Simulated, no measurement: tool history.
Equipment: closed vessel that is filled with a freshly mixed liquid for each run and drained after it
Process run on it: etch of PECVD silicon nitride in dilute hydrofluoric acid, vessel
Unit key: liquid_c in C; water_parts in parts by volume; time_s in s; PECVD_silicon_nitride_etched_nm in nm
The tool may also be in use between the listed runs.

run	day	liquid_c	water_parts	time_s	PECVD_silicon_nitride_etched_nm
1	0.000	23.0	170	200	3.2621
2	0.283	23.0	170	200	3.2319
3	0.521	21.0	170	200	2.8655
4	0.779	21.0	170	200	2.8699
5	0.979	23.0	160	200	3.4575
6	1.221	23.0	130	200	4.2646

Expected results for the next run?
7	1.288	24.5	130	200	?

{"run 7": {"PECVD_silicon_nitride_etched_nm": 4.6763}}
